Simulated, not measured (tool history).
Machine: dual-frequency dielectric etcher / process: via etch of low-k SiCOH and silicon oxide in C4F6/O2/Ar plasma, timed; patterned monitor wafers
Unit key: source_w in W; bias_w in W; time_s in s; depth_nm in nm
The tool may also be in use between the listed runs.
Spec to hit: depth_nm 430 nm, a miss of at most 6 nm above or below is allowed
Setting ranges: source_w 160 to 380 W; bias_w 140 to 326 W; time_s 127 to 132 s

run 1 hour=0 | source_w=270 bias_w=233 time_s=127 | depth_nm=365.81
run 2 hour=4.4 | source_w=290 bias_w=236 time_s=127 | depth_nm=380.76
run 3 hour=5.1 | source_w=310 bias_w=237 time_s=127 | depth_nm=383.96
run 4 hour=13.1 | source_w=350 bias_w=237 time_s=127 | depth_nm=400.29
run 5 hour=22 | source_w=350 bias_w=237 time_s=127 | depth_nm=400.68
run 6 hour=24.6 | source_w=360 bias_w=244 time_s=127 | depth_nm=408.09
run 7 hour=26.2 | source_w=360 bias_w=249 time_s=127 | depth_nm=413.37
run 8 hour=31.9 | source_w=360 bias_w=252 time_s=127 | depth_nm=413.49
run 9 hour=36.4 | source_w=360 bias_w=255 time_s=127 | depth_nm=416.65

Which one of the following 4 next-run settings gets every result inside its allowed miss? There is exactly one.
run A hour=40.9 | source_w=380 bias_w=247 time_s=131.5 | depth_nm=?
run B hour=40.9 | source_w=330 bias_w=252 time_s=131 | depth_nm=?
run C hour=40.9 | source_w=300 bias_w=253 time_s=127 | depth_nm=?
run D hour=40.9 | source_w=350 bias_w=220 time_s=132 | depth_nm=?

move=A depth_nm=433.75
move=B depth_nm=420.55
move=C depth_nm=398.69
move=D depth_nm=400.01
A: all results in spec
B: gains on the last run, yet a result remains outside its allowed miss
C: lands further from the targets than the last run did
D: lands further from the targets than the last run did
The right move is A.
